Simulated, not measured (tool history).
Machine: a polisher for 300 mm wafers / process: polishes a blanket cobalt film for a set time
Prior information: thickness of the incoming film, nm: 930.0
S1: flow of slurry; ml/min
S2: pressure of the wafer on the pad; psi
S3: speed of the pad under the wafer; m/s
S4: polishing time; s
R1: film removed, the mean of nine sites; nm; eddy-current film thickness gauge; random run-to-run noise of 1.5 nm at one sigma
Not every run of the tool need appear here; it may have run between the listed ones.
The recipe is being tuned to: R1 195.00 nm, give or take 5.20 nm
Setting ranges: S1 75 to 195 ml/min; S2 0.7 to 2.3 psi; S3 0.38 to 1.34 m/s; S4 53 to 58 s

run 1 hour=0.0 | S1=125 S2=1.5 S3=0.86 S4=58 | R1=163.81
run 2 hour=2.8 | S1=130 S2=1.5 S3=0.86 S4=58 | R1=166.24
run 3 hour=11.7 | S1=140 S2=1.5 S3=0.86 S4=58 | R1=165.97
run 4 hour=17.8 | S1=115 S2=1.5 S3=0.86 S4=58 | R1=162.06
run 5 hour=20.2 | S1=120 S2=1.5 S3=0.86 S4=58 | R1=162.75
run 6 hour=23.9 | S1=125 S2=1.5 S3=0.86 S4=58 | R1=164.01
run 7 hour=30.1 | S1=130 S2=1.5 S3=0.86 S4=58 | R1=166.27
run 8 hour=37.6 | S1=135 S2=1.5 S3=0.86 S4=58 | R1=166.98
run 9 hour=40.6 | S1=170 S2=1.7 S3=0.86 S4=58 | R1=188.38

Exactly one of the 5 candidate moves below puts every result within its allowed miss. Which one?
run A hour=43.6 | S1=130 S2=2.0 S3=1.00 S4=53 | R1=?
run B hour=43.6 | S1=170 S2=1.8 S3=0.94 S4=56 | R1=?
run C hour=43.6 | S1=190 S2=1.9 S3=0.98 S4=53 | R1=?
run D hour=43.6 | S1=195 S2=1.8 S3=0.88 S4=56 | R1=?
run E hour=43.6 | S1=155 S2=1.9 S3=0.92 S4=56 | R1=?

move=A R1=209.48
move=B R1=202.27
move=C R1=209.73
move=D R1=194.10
move=E R1=203.36
A: moves the result that the last run missed by most past its target, out the other side
B: moves the result that the last run missed by most past its target, out the other side
C: moves the result that the last run missed by most past its target, out the other side
D: all results land within tolerance of their targets
E: moves the result that the last run missed by most past its target, out the other side
So the answer is move D, the one that meets all the targets.

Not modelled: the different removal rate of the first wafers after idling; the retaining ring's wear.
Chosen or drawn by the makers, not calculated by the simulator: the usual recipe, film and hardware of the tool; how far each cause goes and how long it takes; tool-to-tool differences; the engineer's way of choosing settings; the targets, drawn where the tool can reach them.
